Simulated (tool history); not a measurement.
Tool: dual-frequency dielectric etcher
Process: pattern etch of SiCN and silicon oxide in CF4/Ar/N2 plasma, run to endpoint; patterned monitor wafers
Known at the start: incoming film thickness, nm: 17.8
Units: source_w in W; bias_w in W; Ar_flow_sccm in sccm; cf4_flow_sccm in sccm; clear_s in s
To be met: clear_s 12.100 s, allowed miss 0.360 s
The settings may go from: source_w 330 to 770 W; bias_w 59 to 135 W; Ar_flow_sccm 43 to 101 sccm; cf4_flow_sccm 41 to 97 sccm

run 1 hour=0.0 | source_w=550 bias_w=97 Ar_flow_sccm=72 cf4_flow_sccm=69 | clear_s=14.573
run 2 hour=6.6 | source_w=550 bias_w=104 Ar_flow_sccm=72 cf4_flow_sccm=69 | clear_s=14.340
run 3 hour=14.7 | source_w=550 bias_w=115 Ar_flow_sccm=72 cf4_flow_sccm=69 | clear_s=13.895
run 4 hour=17.7 | source_w=560 bias_w=115 Ar_flow_sccm=72 cf4_flow_sccm=69 | clear_s=13.727
run 5 hour=23.4 | source_w=570 bias_w=115 Ar_flow_sccm=72 cf4_flow_sccm=69 | clear_s=13.456
run 6 hour=31.5 | source_w=580 bias_w=115 Ar_flow_sccm=72 cf4_flow_sccm=69 | clear_s=13.324
run 7 hour=40.1 | source_w=590 bias_w=115 Ar_flow_sccm=72 cf4_flow_sccm=69 | clear_s=13.039
run 8 hour=45.9 | source_w=600 bias_w=115 Ar_flow_sccm=72 cf4_flow_sccm=69 | clear_s=12.869

5 next moves are on the table. One of them brings every result within its allowed miss. Which?
run A hour=51.7 | source_w=540 bias_w=113 Ar_flow_sccm=76 cf4_flow_sccm=70 | clear_s=?
run B hour=51.7 | source_w=560 bias_w=116 Ar_flow_sccm=76 cf4_flow_sccm=67 | clear_s=?
run C hour=51.7 | source_w=630 bias_w=119 Ar_flow_sccm=66 cf4_flow_sccm=70 | clear_s=?
run D hour=51.7 | source_w=540 bias_w=118 Ar_flow_sccm=72 cf4_flow_sccm=65 | clear_s=?
run E hour=51.7 | source_w=550 bias_w=119 Ar_flow_sccm=75 cf4_flow_sccm=64 | clear_s=?

move=A clear_s=14.267
move=B clear_s=13.793
move=C clear_s=12.041
move=D clear_s=14.198
move=E clear_s=14.013
A: further off than the last run
B: further off than the last run
C: meets every target
D: further off than the last run
E: further off than the last run
Move C is the one to make.

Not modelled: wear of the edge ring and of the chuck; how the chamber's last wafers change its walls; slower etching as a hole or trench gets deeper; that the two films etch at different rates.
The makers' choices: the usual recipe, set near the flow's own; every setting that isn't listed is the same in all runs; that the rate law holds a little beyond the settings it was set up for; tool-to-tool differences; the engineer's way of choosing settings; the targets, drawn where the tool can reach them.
